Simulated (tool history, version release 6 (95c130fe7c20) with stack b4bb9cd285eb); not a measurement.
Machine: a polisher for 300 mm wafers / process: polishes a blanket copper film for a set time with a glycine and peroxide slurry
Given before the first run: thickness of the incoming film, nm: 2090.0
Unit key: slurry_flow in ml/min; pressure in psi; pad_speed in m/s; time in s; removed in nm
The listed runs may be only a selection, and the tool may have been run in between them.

run 1 hour=0 | slurry_flow=210 pressure=2.9 pad_speed=0.96 time=97 | removed=502.86
run 2 hour=6.7 | slurry_flow=190 pressure=2.9 pad_speed=0.96 time=97 | removed=504.34
run 3 hour=7.8 | slurry_flow=145 pressure=2.9 pad_speed=0.96 time=97 | removed=496.06
run 4 hour=15.4 | slurry_flow=145 pressure=2.9 pad_speed=0.96 time=97 | removed=488.62
run 5 hour=22.7 | slurry_flow=145 pressure=2.5 pad_speed=0.96 time=97 | removed=443.02
run 6 hour=26.6 | slurry_flow=145 pressure=2.5 pad_speed=0.82 time=97 | removed=385.39

Forecast run 7:
run 7 hour=35.5 | slurry_flow=145 pressure=2.4 pad_speed=0.82 time=97 | removed=?

removed: 380.74 nm

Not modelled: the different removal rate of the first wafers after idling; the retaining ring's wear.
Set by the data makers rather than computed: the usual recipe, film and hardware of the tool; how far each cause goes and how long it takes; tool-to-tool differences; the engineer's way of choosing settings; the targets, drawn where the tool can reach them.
